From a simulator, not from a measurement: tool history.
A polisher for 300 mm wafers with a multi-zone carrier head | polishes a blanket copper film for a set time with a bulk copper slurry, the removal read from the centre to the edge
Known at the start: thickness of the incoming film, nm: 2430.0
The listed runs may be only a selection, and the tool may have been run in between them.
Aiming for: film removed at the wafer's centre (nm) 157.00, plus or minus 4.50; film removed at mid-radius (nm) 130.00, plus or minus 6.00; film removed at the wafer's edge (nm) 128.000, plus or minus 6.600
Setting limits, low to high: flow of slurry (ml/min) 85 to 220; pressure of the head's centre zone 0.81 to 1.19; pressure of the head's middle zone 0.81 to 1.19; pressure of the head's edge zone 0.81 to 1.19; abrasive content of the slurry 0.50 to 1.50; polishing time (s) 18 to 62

run	hour	flow of slurry (ml/min)	pressure of the head's centre zone	pressure of the head's middle zone	pressure of the head's edge zone	abrasive content of the slurry	polishing time (s)	film removed at the wafer's centre (nm)	film removed at mid-radius (nm)	film removed at the wafer's edge (nm)
1	0.0	140	1.00	1.00	1.00	1.00	40	223.05	222.70	219.300
2	2.3	140	1.02	0.98	0.97	0.90	38	209.47	205.15	207.770
3	2.9	145	1.05	0.98	0.94	0.90	34	196.60	185.73	181.590
4	8.3	145	1.05	0.98	0.94	1.05	34	200.23	191.69	187.130
5	14.0	145	1.07	0.97	0.93	0.95	32	190.11	173.10	171.940
6	22.2	145	1.08	0.97	0.91	0.90	31	182.24	164.90	162.370
7	28.0	140	1.09	0.97	0.89	0.85	31	180.85	162.17	154.050
8	32.9	135	1.09	0.95	0.88	0.80	31	176.14	154.75	151.550
9	36.6	130	1.09	0.94	0.87	0.75	31	170.97	148.60	150.180
10	40.1	125	1.10	0.94	0.86	0.70	31	170.07	148.20	147.310
11	41.8	110	1.14	0.90	0.81	0.50	28	142.71	114.71	115.150

Pick the move, out of 5, that brings all results within their allowed miss; only one does.
A	43.5	110	1.19	0.97	0.81	0.50	24	?	?	?
B	43.5	85	1.19	0.98	0.84	0.60	31	?	?	?
C	43.5	95	1.02	1.15	0.81	0.50	27	?	?	?
D	43.5	140	0.87	0.97	0.85	0.55	31	?	?	?
E	43.5	85	1.11	0.85	0.89	0.55	29	?	?	?

move	film removed at the wafer's centre (nm)	film removed at mid-radius (nm)	film removed at the wafer's edge (nm)
A	128.97	105.28	98.698
B	155.53	129.86	126.390
C	117.74	130.64	107.260
D	132.86	147.69	138.570
E	133.24	106.14	119.510
A: the biggest miss grows against the last run
B: every result within its allowed miss
C: the biggest miss grows against the last run
D: the biggest miss grows against the last run
E: the biggest miss grows against the last run
Correct choice: B, which meets every target
